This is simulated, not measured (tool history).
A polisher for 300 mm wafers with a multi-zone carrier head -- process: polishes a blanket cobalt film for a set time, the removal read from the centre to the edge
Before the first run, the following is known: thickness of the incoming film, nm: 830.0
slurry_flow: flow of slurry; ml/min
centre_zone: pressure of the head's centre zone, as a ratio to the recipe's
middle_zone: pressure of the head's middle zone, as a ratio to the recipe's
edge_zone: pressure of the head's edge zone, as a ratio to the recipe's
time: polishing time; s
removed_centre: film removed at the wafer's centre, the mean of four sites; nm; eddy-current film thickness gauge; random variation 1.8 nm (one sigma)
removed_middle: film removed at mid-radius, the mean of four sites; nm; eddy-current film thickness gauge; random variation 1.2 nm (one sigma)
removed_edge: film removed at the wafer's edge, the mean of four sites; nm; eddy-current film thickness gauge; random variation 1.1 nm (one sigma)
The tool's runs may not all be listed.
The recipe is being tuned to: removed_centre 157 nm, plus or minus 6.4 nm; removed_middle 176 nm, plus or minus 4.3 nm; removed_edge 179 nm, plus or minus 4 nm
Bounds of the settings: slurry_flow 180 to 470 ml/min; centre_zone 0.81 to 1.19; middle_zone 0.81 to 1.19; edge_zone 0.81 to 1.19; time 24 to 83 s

{"run": 1, "hour": 0.0, "slurry_flow": 300, "centre_zone": 1, "middle_zone": 1, "edge_zone": 1, "time": 53, "removed_centre": 247.06, "removed_middle": 255.86, "removed_edge": 248.03}
{"run": 2, "hour": 5.1, "slurry_flow": 260, "centre_zone": 1, "middle_zone": 1, "edge_zone": 1, "time": 53, "removed_centre": 244.99, "removed_middle": 251.04, "removed_edge": 247.75}
{"run": 3, "hour": 9.0, "slurry_flow": 265, "centre_zone": 0.95, "middle_zone": 0.97, "edge_zone": 0.97, "time": 49, "removed_centre": 213.54, "removed_middle": 228.87, "removed_edge": 227.8}
{"run": 4, "hour": 11.6, "slurry_flow": 270, "centre_zone": 0.93, "middle_zone": 0.95, "edge_zone": 0.94, "time": 46, "removed_centre": 195.22, "removed_middle": 211.86, "removed_edge": 209.85}
{"run": 5, "hour": 12.3, "slurry_flow": 270, "centre_zone": 0.93, "middle_zone": 0.99, "edge_zone": 0.94, "time": 46, "removed_centre": 196.36, "removed_middle": 216.72, "removed_edge": 209.53}
{"run": 6, "hour": 15.4, "slurry_flow": 265, "centre_zone": 0.91, "middle_zone": 0.96, "edge_zone": 0.92, "time": 44, "removed_centre": 184.61, "removed_middle": 202.64, "removed_edge": 200.06}
{"run": 7, "hour": 19.6, "slurry_flow": 235, "centre_zone": 0.82, "middle_zone": 0.88, "edge_zone": 0.82, "time": 40, "removed_centre": 148.27, "removed_middle": 173.99, "removed_edge": 168.55}
{"run": 8, "hour": 25.5, "slurry_flow": 250, "centre_zone": 0.83, "middle_zone": 0.88, "edge_zone": 0.84, "time": 40, "removed_centre": 148.66, "removed_middle": 174.14, "removed_edge": 172.77}
{"run": 9, "hour": 31.3, "slurry_flow": 260, "centre_zone": 0.84, "middle_zone": 0.88, "edge_zone": 0.85, "time": 40, "removed_centre": 154.27, "removed_middle": 176.15, "removed_edge": 171.68}
{"run": 10, "hour": 32.9, "slurry_flow": 255, "centre_zone": 0.84, "middle_zone": 0.88, "edge_zone": 0.87, "time": 40, "removed_centre": 153.28, "removed_middle": 175.58, "removed_edge": 174.06}

Consider the 4 candidate settings below. Which is the only one whose results all fall within their allowed miss of target?
{"run": "A", "hour": 34.5, "slurry_flow": 235, "centre_zone": 0.83, "middle_zone": 0.83, "edge_zone": 0.82, "time": 42, "removed_centre": "?", "removed_middle": "?", "removed_edge": "?"}
{"run": "B", "hour": 34.5, "slurry_flow": 225, "centre_zone": 0.82, "middle_zone": 0.88, "edge_zone": 0.81, "time": 40, "removed_centre": "?", "removed_middle": "?", "removed_edge": "?"}
{"run": "C", "hour": 34.5, "slurry_flow": 300, "centre_zone": 0.83, "middle_zone": 0.86, "edge_zone": 0.82, "time": 40, "removed_centre": "?", "removed_middle": "?", "removed_edge": "?"}
{"run": "D", "hour": 34.5, "slurry_flow": 245, "centre_zone": 0.83, "middle_zone": 0.92, "edge_zone": 0.83, "time": 40, "removed_centre": "?", "removed_middle": "?", "removed_edge": "?"}

move=A removed_centre=154.73 removed_middle=176.62 removed_edge=178.83
move=B removed_centre=144.57 removed_middle=172.87 removed_edge=168.51
move=C removed_centre=152.42 removed_middle=176.93 removed_edge=174.2
move=D removed_centre=148.39 removed_middle=179.61 removed_edge=171.82
A: every result within its allowed miss
B: further off than the last run
C: no better and no worse than the last run
D: further off than the last run
The right move is A.
